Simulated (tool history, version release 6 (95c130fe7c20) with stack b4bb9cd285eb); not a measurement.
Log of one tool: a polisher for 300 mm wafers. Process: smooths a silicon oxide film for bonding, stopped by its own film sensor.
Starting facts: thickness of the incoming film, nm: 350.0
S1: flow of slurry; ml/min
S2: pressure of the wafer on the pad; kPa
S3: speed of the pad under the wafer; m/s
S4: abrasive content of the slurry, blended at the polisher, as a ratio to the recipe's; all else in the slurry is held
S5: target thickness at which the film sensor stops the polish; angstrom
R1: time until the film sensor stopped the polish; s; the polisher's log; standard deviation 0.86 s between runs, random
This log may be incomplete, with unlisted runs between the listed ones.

{"run": 1, "hour": 0.0, "S1": 135, "S2": 16.5, "S3": 0.82, "S4": 1, "S5": 2570, "R1": 139.66}
{"run": 2, "hour": 4.1, "S1": 135, "S2": 16.5, "S3": 0.82, "S4": 1, "S5": 2530, "R1": 147.6}
{"run": 3, "hour": 8.3, "S1": 135, "S2": 17.9, "S3": 0.82, "S4": 1, "S5": 2530, "R1": 140.38}
{"run": 4, "hour": 15.8, "S1": 135, "S2": 17.9, "S3": 0.82, "S4": 1.15, "S5": 2530, "R1": 130.28}
{"run": 5, "hour": 16.4, "S1": 165, "S2": 17.9, "S3": 0.82, "S4": 1.15, "S5": 2530, "R1": 124.93}
{"run": 6, "hour": 20.6, "S1": 165, "S2": 20, "S3": 0.82, "S4": 1.15, "S5": 2530, "R1": 115.67}
{"run": 7, "hour": 29.3, "S1": 165, "S2": 20.7, "S3": 0.82, "S4": 1.15, "S5": 2530, "R1": 115.43}
{"run": 8, "hour": 29.8, "S1": 165, "S2": 22.1, "S3": 0.82, "S4": 1.15, "S5": 2530, "R1": 108.59}
{"run": 9, "hour": 38.4, "S1": 170, "S2": 22.8, "S3": 0.82, "S4": 1.15, "S5": 2530, "R1": 106.03}

Estimate the outcome of run 10 from the log above:
{"run": 10, "hour": 44.4, "S1": 170, "S2": 23.4, "S3": 0.82, "S4": 1.15, "S5": 2530, "R1": "?"}

R1: 103.31 s
